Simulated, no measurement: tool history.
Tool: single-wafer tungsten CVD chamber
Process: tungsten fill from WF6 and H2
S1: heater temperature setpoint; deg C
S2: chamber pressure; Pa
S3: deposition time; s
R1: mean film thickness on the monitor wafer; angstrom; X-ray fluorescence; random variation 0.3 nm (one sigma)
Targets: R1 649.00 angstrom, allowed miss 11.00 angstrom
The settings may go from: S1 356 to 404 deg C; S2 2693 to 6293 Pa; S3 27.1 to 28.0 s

run,hour,S1,S2,S3,R1
1,0.0,380,4493,27.1,531.39
2,5.8,382,4493,27.1,542.89
3,8.6,382,3893,27.1,510.59
4,11.0,382,4586,27.1,555.88
5,17.3,377,4586,27.1,502.18
6,25.5,377,4586,28.0,519.43
7,29.4,379,4586,28.0,540.80
8,33.0,381,4586,28.0,559.72

5 next moves are on the table. One of them brings every result within its allowed miss. Which?
A,36.6,386,4746,28.0,?
B,36.6,386,4853,27.6,?
C,36.6,385,5720,27.5,?
D,36.6,387,4693,28.0,?
E,36.6,387,4506,28.0,?

move,R1
A,622.34
B,619.73
C,654.17
D,629.97
E,618.25
A: nearer than the last run, and not there yet
B: nearer than the last run, and not there yet
C: meets every target
D: nearer than the last run, and not there yet
E: nearer than the last run, and not there yet
The right move is C.
